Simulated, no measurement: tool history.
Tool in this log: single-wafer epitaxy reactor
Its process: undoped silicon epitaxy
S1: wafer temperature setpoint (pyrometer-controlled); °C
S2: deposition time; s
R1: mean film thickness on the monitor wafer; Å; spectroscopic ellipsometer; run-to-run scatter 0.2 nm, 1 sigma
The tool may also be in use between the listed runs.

{"run": 1, "hour": 0.0, "S1": 630, "S2": 412, "R1": 471.28}
{"run": 2, "hour": 1.1, "S1": 632, "S2": 412, "R1": 492.98}
{"run": 3, "hour": 6.8, "S1": 639, "S2": 412, "R1": 573.47}
{"run": 4, "hour": 12.9, "S1": 629, "S2": 412, "R1": 459.62}
{"run": 5, "hour": 18.1, "S1": 629, "S2": 373, "R1": 414.71}
{"run": 6, "hour": 25.4, "S1": 630, "S2": 373, "R1": 426.46}
{"run": 7, "hour": 32.8, "S1": 631, "S2": 373, "R1": 434.67}
{"run": 8, "hour": 34.0, "S1": 632, "S2": 373, "R1": 444.7}
{"run": 9, "hour": 37.9, "S1": 633, "S2": 373, "R1": 452.31}

For run 10, what comes out?
{"run": 10, "hour": 40.3, "S1": 634, "S2": 373, "R1": "?"}

{"run 10": {"R1": 467.63}}

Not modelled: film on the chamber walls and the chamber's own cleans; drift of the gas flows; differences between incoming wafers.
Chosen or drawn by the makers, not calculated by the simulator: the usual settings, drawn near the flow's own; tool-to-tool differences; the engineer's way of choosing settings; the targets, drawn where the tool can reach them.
